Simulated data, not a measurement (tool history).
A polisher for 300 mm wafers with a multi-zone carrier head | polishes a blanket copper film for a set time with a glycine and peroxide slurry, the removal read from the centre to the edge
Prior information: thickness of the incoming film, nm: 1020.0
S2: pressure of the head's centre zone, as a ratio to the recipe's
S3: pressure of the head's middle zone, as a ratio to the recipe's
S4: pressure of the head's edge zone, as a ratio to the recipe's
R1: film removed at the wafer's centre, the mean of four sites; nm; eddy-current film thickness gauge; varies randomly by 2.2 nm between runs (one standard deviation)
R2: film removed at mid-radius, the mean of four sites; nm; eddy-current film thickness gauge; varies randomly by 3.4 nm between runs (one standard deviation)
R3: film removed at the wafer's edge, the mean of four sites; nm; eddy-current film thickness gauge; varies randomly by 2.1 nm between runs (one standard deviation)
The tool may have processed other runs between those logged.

Run 1, day 0.000: flow of slurry (ml/min) 125, S2 1.00, S3 1.00, S4 1.00, polishing time (s) 64. Result: R1 248.13 nm, R2 254.59 nm, R3 257.85 nm.
Run 2, day 0.225: flow of slurry (ml/min) 125, S2 1.00, S3 1.00, S4 0.96, polishing time (s) 64. Result: R1 248.26 nm, R2 252.97 nm, R3 246.40 nm.
Run 3, day 0.550: flow of slurry (ml/min) 115, S2 0.98, S3 1.00, S4 0.96, polishing time (s) 64. Result: R1 244.78 nm, R2 240.50 nm, R3 241.46 nm.
Run 4, day 0.804: flow of slurry (ml/min) 135, S2 0.98, S3 1.00, S4 0.96, polishing time (s) 64. Result: R1 252.39 nm, R2 255.61 nm, R3 251.13 nm.
Run 5, day 0.829: flow of slurry (ml/min) 125, S2 0.95, S3 1.02, S4 0.97, polishing time (s) 64. Result: R1 239.17 nm, R2 257.86 nm, R3 246.83 nm.
Run 6, day 1.150: flow of slurry (ml/min) 115, S2 0.93, S3 1.02, S4 0.98, polishing time (s) 64. Result: R1 232.56 nm, R2 250.00 nm, R3 244.30 nm.
Run 7, day 1.175: flow of slurry (ml/min) 110, S2 0.91, S3 1.02, S4 0.98, polishing time (s) 64. Result: R1 226.39 nm, R2 247.18 nm, R3 245.01 nm.
Run 8, day 1.442: flow of slurry (ml/min) 105, S2 0.90, S3 1.03, S4 0.98, polishing time (s) 64. Result: R1 219.78 nm, R2 249.02 nm, R3 241.75 nm.

Run 9 has not been measured yet. What should we expect?
Run 9, day 1.533: flow of slurry (ml/min) 100, S2 0.89, S3 1.03, S4 0.98, polishing time (s) 64. Result: R1 ?, R2 ?, R3 ?.

{"run 9": {"R1": 213.36, "R2": 247.78, "R3": 241.83}}
